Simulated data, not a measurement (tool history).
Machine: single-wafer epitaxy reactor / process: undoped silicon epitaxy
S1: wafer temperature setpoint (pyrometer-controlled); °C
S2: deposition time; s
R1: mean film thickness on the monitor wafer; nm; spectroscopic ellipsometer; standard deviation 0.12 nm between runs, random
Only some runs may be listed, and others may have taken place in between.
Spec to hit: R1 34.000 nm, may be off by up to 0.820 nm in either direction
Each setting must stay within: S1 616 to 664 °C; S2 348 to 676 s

| run | hour | S1 | S2 | R1 |
|---|---|---|---|---|
| 1 | 0.0 | 640 | 512 | 64.991 |
| 2 | 6.9 | 640 | 568 | 72.279 |
| 3 | 12.5 | 631 | 568 | 56.866 |
| 4 | 18.5 | 626 | 568 | 49.975 |
| 5 | 22.1 | 626 | 527 | 46.205 |
|  | 30.6 | pyrometer calibrated |
| 6 | 30.6 | 636 | 527 | 67.024 |
| 7 | 36.4 | 633 | 504 | 59.580 |
| 8 | 44.1 | 631 | 484 | 54.260 |
| 9 | 47.5 | 629 | 468 | 49.962 |
| 10 | 53.6 | 627 | 463 | 46.972 |
| 11 | 59.9 | 626 | 460 | 45.491 |
| 12 | 62.6 | 625 | 458 | 43.895 |
| 13 | 64.9 | 624 | 457 | 42.857 |
| 14 | 70.4 | 623 | 456 | 41.611 |
| 15 | 74.6 | 622 | 455 | 40.286 |
| 16 | 75.1 | 621 | 455 | 39.436 |
| 17 | 81.9 | 620 | 454 | 38.204 |
| 18 | 85.1 | 619 | 453 | 36.827 |
| 19 | 87.5 | 617 | 452 | 34.984 |

Exactly one of the 5 candidate moves below puts every result within its allowed miss. Which one?
| A | 89.9 | 617 | 472 | ? |
| B | 89.9 | 618 | 453 | ? |
| C | 89.9 | 618 | 455 | ? |
| D | 89.9 | 617 | 441 | ? |
| E | 89.9 | 622 | 407 | ? |

| move | R1 |
|---|---|
| A | 36.827 |
| B | 36.307 |
| C | 36.467 |
| D | 34.408 |
| E | 36.297 |
A: further off than the last run
B: further off than the last run
C: further off than the last run
D: each result inside its tolerance
E: further off than the last run
Answer: D
